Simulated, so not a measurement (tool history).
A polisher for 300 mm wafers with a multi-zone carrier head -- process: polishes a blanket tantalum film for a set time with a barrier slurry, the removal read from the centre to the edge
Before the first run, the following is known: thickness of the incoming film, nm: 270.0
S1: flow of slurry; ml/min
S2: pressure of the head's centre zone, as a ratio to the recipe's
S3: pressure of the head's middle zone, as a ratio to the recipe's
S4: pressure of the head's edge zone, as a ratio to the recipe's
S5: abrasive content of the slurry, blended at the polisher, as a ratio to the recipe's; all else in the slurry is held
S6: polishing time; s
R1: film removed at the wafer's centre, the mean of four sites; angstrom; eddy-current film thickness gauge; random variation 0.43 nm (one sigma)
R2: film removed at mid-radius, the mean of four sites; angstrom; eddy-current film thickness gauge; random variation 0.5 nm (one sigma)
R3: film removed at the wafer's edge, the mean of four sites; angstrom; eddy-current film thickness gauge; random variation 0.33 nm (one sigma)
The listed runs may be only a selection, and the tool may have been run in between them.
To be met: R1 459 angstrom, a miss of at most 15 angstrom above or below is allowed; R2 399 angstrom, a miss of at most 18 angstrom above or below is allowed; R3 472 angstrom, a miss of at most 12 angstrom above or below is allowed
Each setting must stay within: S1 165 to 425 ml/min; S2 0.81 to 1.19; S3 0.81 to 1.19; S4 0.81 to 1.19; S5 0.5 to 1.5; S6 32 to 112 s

{"run": 1, "hour": 0.0, "S1": 275, "S2": 1, "S3": 1, "S4": 1, "S5": 1, "S6": 72, "R1": 545.19, "R2": 582.76, "R3": 567.31}
{"run": 2, "hour": 8.7, "S1": 275, "S2": 1, "S3": 1, "S4": 1, "S5": 1.2, "S6": 72, "R1": 577.58, "R2": 613.25, "R3": 606.19}
{"run": 3, "hour": 11.7, "S1": 275, "S2": 1, "S3": 1, "S4": 1, "S5": 1.35, "S6": 72, "R1": 601.01, "R2": 624.17, "R3": 628.9}
{"run": 4, "hour": 14.4, "S1": 275, "S2": 1, "S3": 1, "S4": 1.04, "S5": 1.35, "S6": 72, "R1": 598.29, "R2": 649.79, "R3": 640.2}
{"hour": 22.4, "done": "centre zone pressure recalibrated"}
{"run": 5, "hour": 22.4, "S1": 270, "S2": 0.99, "S3": 0.94, "S4": 0.99, "S5": 1.15, "S6": 71, "R1": 597.58, "R2": 578.85, "R3": 588.51}
{"run": 6, "hour": 26.5, "S1": 235, "S2": 0.98, "S3": 0.9, "S4": 1.05, "S5": 1, "S6": 67, "R1": 523.18, "R2": 498.32, "R3": 540.12}
{"run": 7, "hour": 27.7, "S1": 225, "S2": 0.97, "S3": 0.87, "S4": 1.06, "S5": 0.85, "S6": 66, "R1": 484.06, "R2": 442.31, "R3": 508.48}
{"run": 8, "hour": 31.7, "S1": 205, "S2": 0.96, "S3": 0.81, "S4": 0.98, "S5": 0.75, "S6": 66, "R1": 449.87, "R2": 391.2, "R3": 455.8}
{"run": 9, "hour": 37.0, "S1": 210, "S2": 0.96, "S3": 0.81, "S4": 0.99, "S5": 0.75, "S6": 66, "R1": 442.49, "R2": 396.87, "R3": 456.85}

Exactly one of the 5 candidate moves below puts every result within its allowed miss. Which one?
{"run": "A", "hour": 42.3, "S1": 210, "S2": 0.93, "S3": 0.86, "S4": 1.12, "S5": 0.75, "S6": 63, "R1": "?", "R2": "?", "R3": "?"}
{"run": "B", "hour": 42.3, "S1": 285, "S2": 1, "S3": 0.85, "S4": 1.05, "S5": 0.75, "S6": 61, "R1": "?", "R2": "?", "R3": "?"}
{"run": "C", "hour": 42.3, "S1": 230, "S2": 1, "S3": 0.86, "S4": 0.97, "S5": 0.75, "S6": 62, "R1": "?", "R2": "?", "R3": "?"}
{"run": "D", "hour": 42.3, "S1": 195, "S2": 0.96, "S3": 0.81, "S4": 1, "S5": 0.65, "S6": 73, "R1": "?", "R2": "?", "R3": "?"}
{"run": "E", "hour": 42.3, "S1": 230, "S2": 0.91, "S3": 0.83, "S4": 1.05, "S5": 0.7, "S6": 66, "R1": "?", "R2": "?", "R3": "?"}

move=A R1=416.88 R2=391.34 R3=461.15
move=B R1=447.07 R2=385.19 R3=440.95
move=C R1=445.44 R2=388.25 R3=425.38
move=D R1=459.44 R2=398.18 R3=466.95
move=E R1=416.6 R2=388.09 R3=454.95
A: brings the last run's worst result on target, with another outside its allowed miss
B: the biggest miss grows against the last run
C: the biggest miss grows against the last run
D: in spec on every target
E: the biggest miss grows against the last run
The right move is D.

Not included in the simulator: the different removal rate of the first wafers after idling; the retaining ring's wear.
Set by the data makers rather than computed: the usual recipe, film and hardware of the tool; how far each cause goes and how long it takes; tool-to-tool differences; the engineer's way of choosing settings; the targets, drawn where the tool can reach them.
